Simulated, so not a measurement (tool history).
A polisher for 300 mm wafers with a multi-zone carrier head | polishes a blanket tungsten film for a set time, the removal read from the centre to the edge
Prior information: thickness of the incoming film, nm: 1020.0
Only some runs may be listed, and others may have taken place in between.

run,hour,flow of slurry (ml/min),pressure of the head's centre zone,pressure of the head's middle zone,pressure of the head's edge zone,abrasive content of the slurry,polishing time (s),film removed at the wafer's centre (Å),film removed at mid-radius (Å),film removed at the wafer's edge (Å)
1,0,185,1,1,1,1,30,2296.3,2344.1,2394.9
2,8.5,190,1,1,1.01,1,30,2340.8,2451,2422.9
3,9.2,190,1.06,1,1.01,1,30,2421.1,2332,2387.1
4,11.2,190,1.06,0.93,1.01,1,30,2480.6,2306.4,2427.4
5,13,195,1.05,0.93,1.02,1,30,2506.1,2251.4,2455.6
6,18.7,195,1.05,0.85,1.02,1,30,2406.3,2129.3,2453.1
7,25.6,200,1.04,0.86,1.03,1,30,2509.7,2167.9,2452.3
8,33.6,200,1.03,0.87,1.04,1.05,30,2463.8,2213.6,2473.9
9,41.6,200,1.02,0.87,1.05,1.1,30,2481.6,2252,2519.4
10,49.7,200,1.02,0.87,1.05,1.1,30,2427.6,2270.7,2543.4
11,58,205,1.02,0.88,1.06,1.1,30,2466.1,2284,2525.5
12,61.7,205,1.02,0.88,1.07,1.15,30,2531.1,2352,2574.3

The next listed run, before its measurement:
13,68.6,205,1.01,0.88,1.08,1.15,30,?,?,?

film removed at the wafer's centre (Å): 2487.1
film removed at mid-radius (Å): 2281
film removed at the wafer's edge (Å): 2615.8

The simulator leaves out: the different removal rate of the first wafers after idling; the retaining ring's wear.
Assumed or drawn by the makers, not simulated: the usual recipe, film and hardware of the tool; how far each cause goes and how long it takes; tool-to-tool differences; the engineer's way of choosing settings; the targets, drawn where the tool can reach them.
